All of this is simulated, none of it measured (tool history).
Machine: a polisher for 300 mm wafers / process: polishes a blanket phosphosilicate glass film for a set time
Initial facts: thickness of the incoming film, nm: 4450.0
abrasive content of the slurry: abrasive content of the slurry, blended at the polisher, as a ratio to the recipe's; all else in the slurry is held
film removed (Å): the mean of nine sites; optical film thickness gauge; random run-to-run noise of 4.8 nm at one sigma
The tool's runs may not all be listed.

run    day  flow of slurry (ml/min)  pressure of the wafer on the pad (kPa)  speed of the pad under the wafer (cm/s)  abrasive content of the slurry  polishing time (s)  film removed (Å)
  1      0                      205                                    15.2                                       88                               1                  95            5318.5
  2  0.342                      205                                    14.5                                       88                               1                  95            5148.8
  3  0.567                      205                                    14.5                                       98                               1                  95            5528.6
  4  0.854                      250                                    14.5                                       98                               1                  95              5558
  5  1.083                      250                                    13.8                                       98                               1                  95            5289.7
  6    1.3                      250                                    13.1                                       98                               1                  95            5017.9

Predict the results of run 7:
  7  1.396                      250                                    12.4                                       98                               1                  95                 ?

Run 7 came out at film removed (Å) 4807.8.
